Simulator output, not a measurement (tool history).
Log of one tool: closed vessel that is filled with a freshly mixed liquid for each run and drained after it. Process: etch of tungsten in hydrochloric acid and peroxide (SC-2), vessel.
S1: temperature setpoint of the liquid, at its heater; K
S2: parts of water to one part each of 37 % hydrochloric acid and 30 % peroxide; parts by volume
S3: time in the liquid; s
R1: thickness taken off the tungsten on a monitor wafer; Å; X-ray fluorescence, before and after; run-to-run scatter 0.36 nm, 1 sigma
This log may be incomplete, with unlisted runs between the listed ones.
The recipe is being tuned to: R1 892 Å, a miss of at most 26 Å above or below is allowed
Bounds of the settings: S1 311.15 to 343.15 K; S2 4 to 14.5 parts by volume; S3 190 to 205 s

{"run": 1, "hour": 0.0, "S1": 327.15, "S2": 8, "S3": 190, "R1": 486.03}
{"run": 2, "hour": 9.1, "S1": 327.15, "S2": 5.5, "S3": 190, "R1": 648.54}
{"run": 3, "hour": 17.9, "S1": 327.15, "S2": 5.5, "S3": 190, "R1": 648.19}
{"run": 4, "hour": 26.8, "S1": 328.65, "S2": 5.5, "S3": 190, "R1": 719.47}
{"run": 5, "hour": 31.4, "S1": 329.65, "S2": 5.5, "S3": 190, "R1": 754.99}
{"run": 6, "hour": 33.3, "S1": 330.65, "S2": 5.5, "S3": 190, "R1": 810.75}
{"run": 7, "hour": 42.4, "S1": 331.15, "S2": 5.5, "S3": 190, "R1": 840.77}
{"run": 8, "hour": 47.9, "S1": 331.65, "S2": 5.5, "S3": 190, "R1": 862.5}

Exercise: of the 5 proposed moves below, exactly one satisfies all targets within the stated allowed misses. Which move is it?
{"run": "A", "hour": 53.4, "S1": 334.15, "S2": 7, "S3": 200, "R1": "?"}
{"run": "B", "hour": 53.4, "S1": 329.15, "S2": 4.5, "S3": 190, "R1": "?"}
{"run": "C", "hour": 53.4, "S1": 327.65, "S2": 4, "S3": 190, "R1": "?"}
{"run": "D", "hour": 53.4, "S1": 332.15, "S2": 6.5, "S3": 195, "R1": "?"}
{"run": "E", "hour": 53.4, "S1": 328.65, "S2": 4.5, "S3": 190, "R1": "?"}

move=A R1=892.59
move=B R1=855.54
move=C R1=841.28
move=D R1=812.81
move=E R1=828.44
A: each result inside its tolerance
B: misses by more than the last run did
C: misses by more than the last run did
D: misses by more than the last run did
E: misses by more than the last run did
A is the move that brings every result within its allowed miss.
